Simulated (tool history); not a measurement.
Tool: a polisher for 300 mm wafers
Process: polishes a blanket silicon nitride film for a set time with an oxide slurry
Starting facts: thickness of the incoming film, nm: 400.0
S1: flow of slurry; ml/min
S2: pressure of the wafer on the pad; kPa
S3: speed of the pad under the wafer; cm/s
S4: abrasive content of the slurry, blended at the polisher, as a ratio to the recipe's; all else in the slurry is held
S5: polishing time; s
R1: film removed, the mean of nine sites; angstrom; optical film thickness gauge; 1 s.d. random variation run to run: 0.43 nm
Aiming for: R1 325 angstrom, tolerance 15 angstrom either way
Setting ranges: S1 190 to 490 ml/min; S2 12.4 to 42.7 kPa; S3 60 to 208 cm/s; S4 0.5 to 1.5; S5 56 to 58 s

run  hour   S1    S2   S3  S4  S5      R1
  1     0  315  27.6  134   1  56  432.69
  2   8.5  315  27.6  152   1  56   478.1
  3  13.3  315  26.2  152   1  56  466.78
  4  14.8  315  24.1  152   1  56  410.79
  5  19.2  315  24.1  152   1  56  421.43
  6  24.7  315  22.8  152   1  56  404.99
  7  28.9  315  22.1  152   1  56  385.96
  8  35.3  315  21.4  152   1  56  378.52
  9  43.6  315  20.7  152   1  56   356.7

Exercise: of the 4 proposed moves below, exactly one satisfies all targets within the stated allowed misses. Which move is it?
  A  51.9  340    20  136  0.95  58   ?
  B  51.9  370  19.3  150   0.8  56   ?
  C  51.9  340    20  126  0.95  56   ?
  D  51.9  235  17.9  124  1.15  58   ?

move      R1
   A  323.78
   B  301.61
   C  294.09
   D  284.48
A: all results in spec
B: carries the result that was furthest off beyond its target, to the other side
C: carries the result that was furthest off beyond its target, to the other side
D: carries the result that was furthest off beyond its target, to the other side
A meets every target.
